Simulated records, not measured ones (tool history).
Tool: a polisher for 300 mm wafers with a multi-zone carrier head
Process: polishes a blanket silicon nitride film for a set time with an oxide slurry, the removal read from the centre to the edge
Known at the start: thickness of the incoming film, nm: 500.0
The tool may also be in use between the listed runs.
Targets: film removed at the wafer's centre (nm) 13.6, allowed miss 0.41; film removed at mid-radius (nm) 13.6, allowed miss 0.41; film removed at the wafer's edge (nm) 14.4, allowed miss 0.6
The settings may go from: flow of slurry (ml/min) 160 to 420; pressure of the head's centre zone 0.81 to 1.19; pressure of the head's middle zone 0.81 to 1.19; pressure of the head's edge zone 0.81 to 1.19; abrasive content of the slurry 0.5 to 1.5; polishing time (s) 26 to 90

run	hour	flow of slurry (ml/min)	pressure of the head's centre zone	pressure of the head's middle zone	pressure of the head's edge zone	abrasive content of the slurry	polishing time (s)	film removed at the wafer's centre (nm)	film removed at mid-radius (nm)	film removed at the wafer's edge (nm)
1	0	270	1	1	1	1	58	24.284	24.976	26.021
2	4.1	270	1	1	0.91	1	58	24.868	24.789	24.534
3	7.6	265	0.98	0.98	0.9	0.9	55	21.683	22.028	22.747
4	10.2	265	0.98	1.06	0.9	0.9	55	22.049	23.926	22.671
5	15.5	265	0.98	1.06	0.9	0.75	55	20.65	22.376	20.778
6	18.9	315	0.98	1.06	0.9	0.75	55	21.475	22.819	21.242
# hour 24.2: slurry nozzle cleaned
7	24.2	310	0.97	1.03	0.89	0.7	52	20.263	20.884	20.096
8	26.7	285	0.88	0.93	0.87	0.5	36	11.068	11.893	12.018
9	34.9	300	0.9	0.94	0.9	0.5	36	11.571	12.112	12.334
10	36.1	315	0.91	0.95	0.93	0.5	36	11.695	12.226	12.807
11	42.8	325	0.92	0.96	0.94	0.5	36	11.807	12.428	12.858
12	47.4	335	0.94	0.97	0.95	0.5	36	11.92	12.517	12.776
13	53.2	335	0.94	0.97	0.95	0.5	36	12.102	12.426	13.129
14	62.1	345	0.95	0.98	0.96	0.5	36	12.256	12.58	12.823
15	68.3	345	0.96	0.98	0.98	0.55	36	12.83	12.92	13.81
16	75.8	375	1	1.02	1	0.55	36	13.579	13.61	13.867

5 next moves are on the table. One of them brings every result within its allowed miss. Which?
A	83.3	395	1.03	1.06	1	0.5	36	?	?	?
B	83.3	325	1.08	1.06	0.95	0.6	34	?	?	?
C	83.3	290	0.96	1.03	0.97	0.5	40	?	?	?
D	83.3	385	0.99	1.06	1.03	0.6	34	?	?	?
E	83.3	345	1	1.01	1.03	0.55	37	?	?	?

move	film removed at the wafer's centre (nm)	film removed at mid-radius (nm)	film removed at the wafer's edge (nm)
A	13.486	13.81	13.12
B	14.007	13.694	12.743
C	13.555	14.591	14.083
D	13.029	13.89	13.391
E	13.749	13.943	14.042
A: further off than the last run
B: further off than the last run
C: brings the result that was furthest off to its target, and leaves another outside
D: further off than the last run
E: meets every target
Answer: E

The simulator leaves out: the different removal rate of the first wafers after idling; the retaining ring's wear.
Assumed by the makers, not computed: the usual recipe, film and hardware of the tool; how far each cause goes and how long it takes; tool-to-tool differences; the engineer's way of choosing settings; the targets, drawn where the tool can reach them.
